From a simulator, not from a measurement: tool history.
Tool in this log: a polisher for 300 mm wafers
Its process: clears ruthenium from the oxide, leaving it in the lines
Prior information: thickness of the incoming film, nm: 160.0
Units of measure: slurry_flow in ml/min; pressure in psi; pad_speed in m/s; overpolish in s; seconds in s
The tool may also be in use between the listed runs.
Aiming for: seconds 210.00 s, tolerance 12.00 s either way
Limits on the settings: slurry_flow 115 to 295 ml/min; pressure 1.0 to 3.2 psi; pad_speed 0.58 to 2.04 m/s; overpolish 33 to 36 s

{"run": 1, "hour": 0.0, "slurry_flow": 190, "pressure": 2.1, "pad_speed": 1.3, "overpolish": 33, "seconds": 117.91}
{"run": 2, "hour": 8.0, "slurry_flow": 190, "pressure": 1.8, "pad_speed": 1.28, "overpolish": 33, "seconds": 134.34}
{"run": 3, "hour": 14.5, "slurry_flow": 190, "pressure": 1.6, "pad_speed": 1.24, "overpolish": 33, "seconds": 154.41}
{"run": 4, "hour": 15.9, "slurry_flow": 190, "pressure": 1.6, "pad_speed": 1.42, "overpolish": 33, "seconds": 139.04}
{"run": 5, "hour": 19.0, "slurry_flow": 190, "pressure": 1.6, "pad_speed": 1.7, "overpolish": 33, "seconds": 116.98}
{"run": 6, "hour": 22.4, "slurry_flow": 185, "pressure": 1.4, "pad_speed": 1.58, "overpolish": 33, "seconds": 142.74}
{"run": 7, "hour": 29.6, "slurry_flow": 180, "pressure": 1.3, "pad_speed": 1.52, "overpolish": 33, "seconds": 156.42}
{"run": 8, "hour": 36.6, "slurry_flow": 175, "pressure": 1.2, "pad_speed": 1.48, "overpolish": 33, "seconds": 170.72}

Which of these 5 next moves meets every target?
{"run": "A", "hour": 43.6, "slurry_flow": 165, "pressure": 1.2, "pad_speed": 1.5, "overpolish": 33, "seconds": "?"}
{"run": "B", "hour": 43.6, "slurry_flow": 165, "pressure": 1.1, "pad_speed": 1.16, "overpolish": 33, "seconds": "?"}
{"run": "C", "hour": 43.6, "slurry_flow": 160, "pressure": 1.2, "pad_speed": 1.78, "overpolish": 33, "seconds": "?"}
{"run": "D", "hour": 43.6, "slurry_flow": 190, "pressure": 1.0, "pad_speed": 1.5, "overpolish": 33, "seconds": "?"}
{"run": "E", "hour": 43.6, "slurry_flow": 195, "pressure": 1.0, "pad_speed": 1.3, "overpolish": 33, "seconds": "?"}

move=A seconds=178.64
move=B seconds=248.93
move=C seconds=151.91
move=D seconds=207.81
move=E seconds=237.98
A: nearer than the last run, and not there yet
B: pushes the last run's worst result past its target
C: its largest miss is bigger than the last run's
D: hits every target within its allowed miss
E: pushes the last run's worst result past its target
Answer: D

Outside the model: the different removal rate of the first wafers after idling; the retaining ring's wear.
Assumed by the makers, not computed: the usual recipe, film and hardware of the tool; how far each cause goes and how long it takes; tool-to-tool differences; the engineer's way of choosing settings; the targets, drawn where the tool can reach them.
